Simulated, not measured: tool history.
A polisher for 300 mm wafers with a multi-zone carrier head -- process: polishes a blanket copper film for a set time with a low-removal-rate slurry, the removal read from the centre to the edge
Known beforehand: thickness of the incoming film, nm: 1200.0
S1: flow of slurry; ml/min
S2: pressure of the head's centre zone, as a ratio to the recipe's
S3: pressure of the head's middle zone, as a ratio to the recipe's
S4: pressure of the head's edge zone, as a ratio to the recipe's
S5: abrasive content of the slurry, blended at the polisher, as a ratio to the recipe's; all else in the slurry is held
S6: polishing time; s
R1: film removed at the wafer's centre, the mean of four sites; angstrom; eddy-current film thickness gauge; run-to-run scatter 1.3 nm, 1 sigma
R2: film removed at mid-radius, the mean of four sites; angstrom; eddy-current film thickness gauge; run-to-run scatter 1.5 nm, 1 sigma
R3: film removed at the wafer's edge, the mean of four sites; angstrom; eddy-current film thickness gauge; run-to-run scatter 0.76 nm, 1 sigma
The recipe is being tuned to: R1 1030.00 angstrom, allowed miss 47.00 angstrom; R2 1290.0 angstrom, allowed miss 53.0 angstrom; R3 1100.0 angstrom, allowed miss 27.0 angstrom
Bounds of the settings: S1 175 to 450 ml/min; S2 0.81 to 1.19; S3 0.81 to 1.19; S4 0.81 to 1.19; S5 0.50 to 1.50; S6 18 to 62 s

run    day   S1    S2    S3    S4    S5  S6       R1      R2      R3
  1  0.000  290  1.00  1.00  1.00  1.00  40  1272.10  1316.8  1323.3
  2  0.271  290  0.99  1.01  0.98  0.95  40  1225.00  1345.8  1277.1
  3  0.358  320  0.99  1.01  0.98  0.95  40  1250.40  1340.3  1301.2
  4  0.708  315  0.98  1.01  0.96  0.95  40  1233.90  1346.2  1294.5
  5  0.825  270  0.98  1.01  0.96  0.95  40  1202.20  1297.9  1279.4
  6  0.975  270  0.98  0.94  0.96  0.95  40  1211.80  1252.9  1278.0
  7  1.175  270  0.97  0.96  0.94  0.90  40  1167.30  1242.1  1254.7
  8  1.238  270  0.97  0.98  0.92  0.85  40  1176.60  1255.0  1225.3
  9  1.471  270  0.96  0.99  0.91  0.80  40  1144.80  1263.2  1201.8
 10  1.775  270  0.95  1.00  0.90  0.80  40  1147.60  1276.6  1186.8
 11  2.046  265  0.94  1.00  0.89  0.80  40  1149.40  1241.4  1204.5
 12  2.371  265  0.93  1.02  0.89  0.75  40  1126.20  1274.6  1166.6

Which of these 4 next moves meets every target?
  A  2.696  330  0.93  1.05  0.83  1.30  36   ?   ?   ?
  B  2.696  250  0.81  1.10  0.95  0.95  37   ?   ?   ?
  C  2.696  285  0.90  1.11  0.95  0.60  39   ?   ?   ?
  D  2.696  345  0.91  1.13  0.89  0.50  39   ?   ?   ?

move       R1      R2      R3
   A  1143.10  1330.7  1153.9
   B   929.66  1291.6  1156.9
   C  1023.50  1284.3  1138.7
   D  1027.10  1288.9  1089.7
A: roughly where the last run was
B: moves toward the targets from the last run without getting all of them in spec
C: moves toward the targets from the last run without getting all of them in spec
D: hits every target within its allowed miss
So the answer is move D, the one that meets all the targets.
